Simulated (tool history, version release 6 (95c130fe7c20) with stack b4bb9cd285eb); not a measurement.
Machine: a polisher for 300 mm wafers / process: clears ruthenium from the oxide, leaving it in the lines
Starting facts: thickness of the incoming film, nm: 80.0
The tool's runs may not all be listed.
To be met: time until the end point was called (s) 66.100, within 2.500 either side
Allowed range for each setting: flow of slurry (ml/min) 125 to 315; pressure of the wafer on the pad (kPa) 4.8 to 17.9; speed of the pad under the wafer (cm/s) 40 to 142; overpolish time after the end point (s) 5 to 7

run  hour  flow of slurry (ml/min)  pressure of the wafer on the pad (kPa)  speed of the pad under the wafer (cm/s)  overpolish time after the end point (s)  time until the end point was called (s)
  1   0.0                      205                                    11.0                                       90                                        7                                  105.320
  2   3.2                      155                                    11.0                                       90                                        7                                  105.790
  3   6.8                      155                                     8.3                                       90                                        7                                  140.940
  4  10.5                      155                                     9.7                                       90                                        7                                  123.550
  5  13.0                      155                                    10.3                                       90                                        7                                  115.040
  6  21.0                      155                                    10.3                                      104                                        7                                  101.680
  7  29.3                      155                                    11.0                                      104                                        7                                   95.180
  8  31.1                      155                                    11.7                                      104                                        7                                   89.864
  9  39.5                      155                                    12.4                                      104                                        7                                   86.140

Of the 4 settings listed for the next run, only one would bring every result within its allowed miss of target. Which one?
  A  47.9                      165                                    14.5                                      116                                        6                                        ?
  B  47.9                      145                                    13.8                                      142                                        5                                        ?
  C  47.9                      145                                    11.7                                       98                                        7                                        ?
  D  47.9                      170                                    15.9                                      114                                        7                                        ?

move  time until the end point was called (s)
   A                                   67.244
   B                                   60.132
   C                                   96.101
   D                                   62.245
A: hits every target within its allowed miss
B: takes the result that was furthest off past its target
C: misses by more than the last run did
D: takes the result that was furthest off past its target
A is the move that brings every result within its allowed miss.

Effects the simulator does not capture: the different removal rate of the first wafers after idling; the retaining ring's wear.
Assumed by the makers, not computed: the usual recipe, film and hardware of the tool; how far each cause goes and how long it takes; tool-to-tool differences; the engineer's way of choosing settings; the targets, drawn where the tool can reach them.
